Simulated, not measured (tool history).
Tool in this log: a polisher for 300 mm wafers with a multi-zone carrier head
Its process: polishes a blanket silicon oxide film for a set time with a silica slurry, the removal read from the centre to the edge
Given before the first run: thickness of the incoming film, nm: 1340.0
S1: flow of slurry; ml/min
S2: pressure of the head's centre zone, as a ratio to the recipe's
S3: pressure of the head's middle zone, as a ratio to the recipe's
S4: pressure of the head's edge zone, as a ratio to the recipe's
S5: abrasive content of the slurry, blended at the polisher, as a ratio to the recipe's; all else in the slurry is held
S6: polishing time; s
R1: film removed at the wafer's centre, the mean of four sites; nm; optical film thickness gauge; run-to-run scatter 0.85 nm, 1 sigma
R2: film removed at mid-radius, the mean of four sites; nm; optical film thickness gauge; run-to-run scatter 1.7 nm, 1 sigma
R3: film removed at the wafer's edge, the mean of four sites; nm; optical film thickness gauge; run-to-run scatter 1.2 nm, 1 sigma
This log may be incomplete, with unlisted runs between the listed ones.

run	day	S1	S2	S3	S4	S5	S6	R1	R2	R3
1	0	310	1	1	1	1	34	73.951	82.412	86.192
2	0.333	310	1	1	1	0.8	34	68.813	78.613	80.615
3	0.592	310	1.09	1	1	0.8	34	75.307	76.404	77.967
4	0.788	310	1.09	1	0.96	0.8	34	76.055	77.692	79.113
# day 1.004: centre zone pressure recalibrated
5	1.004	335	1.11	1	0.93	0.95	35	94.251	86.163	83.988
6	1.054	315	1.11	1	0.94	1.05	36	99.49	90.638	90.085

Run 7 has not been measured yet. What should we expect?
7	1.421	405	1.19	1.05	1.02	1.3	37	?	?	?

R1: 121.4 nm
R2: 105.84 nm
R3: 103.5 nm
